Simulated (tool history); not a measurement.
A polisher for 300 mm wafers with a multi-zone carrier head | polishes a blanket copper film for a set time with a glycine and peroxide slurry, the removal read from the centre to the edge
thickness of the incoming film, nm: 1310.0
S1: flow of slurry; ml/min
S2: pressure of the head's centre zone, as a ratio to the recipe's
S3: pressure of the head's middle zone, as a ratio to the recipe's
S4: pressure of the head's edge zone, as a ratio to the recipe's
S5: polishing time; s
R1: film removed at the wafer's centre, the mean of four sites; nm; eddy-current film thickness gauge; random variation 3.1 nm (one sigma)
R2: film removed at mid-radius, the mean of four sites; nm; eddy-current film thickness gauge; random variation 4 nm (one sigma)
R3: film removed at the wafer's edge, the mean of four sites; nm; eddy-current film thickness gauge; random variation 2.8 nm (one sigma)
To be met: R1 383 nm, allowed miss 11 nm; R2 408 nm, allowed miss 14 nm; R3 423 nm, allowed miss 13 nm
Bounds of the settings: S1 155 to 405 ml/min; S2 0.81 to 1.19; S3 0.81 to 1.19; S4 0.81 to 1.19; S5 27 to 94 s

run 1 hour=0 | S1=260 S2=1 S3=1 S4=1 S5=60 | R1=382.31 R2=370.1 R3=365.27
run 2 hour=3.6 | S1=260 S2=1 S3=1 S4=1 S5=50 | R1=309.88 R2=310.1 R3=311.91
run 3 hour=5.9 | S1=265 S2=0.99 S3=1.01 S4=1.03 S5=52 | R1=323.83 R2=325.52 R3=326.22
run 4 hour=13.3 | S1=265 S2=0.99 S3=1.04 S4=1.03 S5=52 | R1=321.48 R2=338.84 R3=324.85
run 5 hour=17.5 | S1=265 S2=0.99 S3=1.04 S4=1.03 S5=57 | R1=358.04 R2=370.71 R3=359.89
run 6 hour=23.3 | S1=270 S2=0.99 S3=1.04 S4=1.05 S5=57 | R1=350.24 R2=371.27 R3=359.81
run 7 hour=26.1 | S1=275 S2=0.99 S3=1.04 S4=1.07 S5=58 | R1=366.02 R2=375.5 R3=372.76
run 8 hour=34.3 | S1=280 S2=0.99 S3=1.04 S4=1.09 S5=58 | R1=363.23 R2=377.99 R3=373.54
run 9 hour=36.2 | S1=280 S2=0.98 S3=1.04 S4=1.1 S5=59 | R1=364.26 R2=381.64 R3=385.49
run 10 hour=38.6 | S1=285 S2=0.98 S3=1.04 S4=1.11 S5=59 | R1=371.48 R2=391.3 R3=384.98
run 11 hour=39.4 | S1=285 S2=0.97 S3=1.04 S4=1.12 S5=60 | R1=367.17 R2=383.73 R3=397.61
run 12 hour=48.3 | S1=290 S2=0.97 S3=1.04 S4=1.13 S5=60 | R1=361.27 R2=396.11 R3=399
run 13 hour=55 | S1=295 S2=0.97 S3=1.04 S4=1.14 S5=60 | R1=367.49 R2=390.27 R3=395.65
run 14 hour=61.4 | S1=290 S2=0.97 S3=1.04 S4=1.15 S5=60 | R1=367.38 R2=384.52 R3=395.72
run 15 hour=66 | S1=295 S2=0.97 S3=1.04 S4=1.16 S5=60 | R1=371.75 R2=387.38 R3=399.64
run 16 hour=73.7 | S1=300 S2=0.97 S3=1.04 S4=1.16 S5=60 | R1=369.48 R2=391.87 R3=401.29

5 next moves are on the table. One of them brings every result within its allowed miss. Which?
run A hour=81.4 | S1=275 S2=0.99 S3=1.08 S4=1.18 S5=58 | R1=? R2=? R3=?
run B hour=81.4 | S1=265 S2=0.92 S3=0.94 S4=1.19 S5=64 | R1=? R2=? R3=?
run C hour=81.4 | S1=205 S2=1.05 S3=1.02 S4=1.04 S5=58 | R1=? R2=? R3=?
run D hour=81.4 | S1=260 S2=0.94 S3=0.94 S4=1.15 S5=64 | R1=? R2=? R3=?
run E hour=81.4 | S1=230 S2=0.97 S3=1.04 S4=1.18 S5=64 | R1=? R2=? R3=?

move=A R1=363.67 R2=396.07 R3=394.47
move=B R1=370.98 R2=387.52 R3=436.95
move=C R1=373.92 R2=366.83 R3=362.6
move=D R1=378.4 R2=386.84 R3=428.68
move=E R1=385.9 R2=416.35 R3=430.16
A: further off than the last run
B: takes the result that was furthest off past its target
C: further off than the last run
D: brings the result that was furthest off to its target, and leaves another outside
E: meets every target
Move E is the one to make.

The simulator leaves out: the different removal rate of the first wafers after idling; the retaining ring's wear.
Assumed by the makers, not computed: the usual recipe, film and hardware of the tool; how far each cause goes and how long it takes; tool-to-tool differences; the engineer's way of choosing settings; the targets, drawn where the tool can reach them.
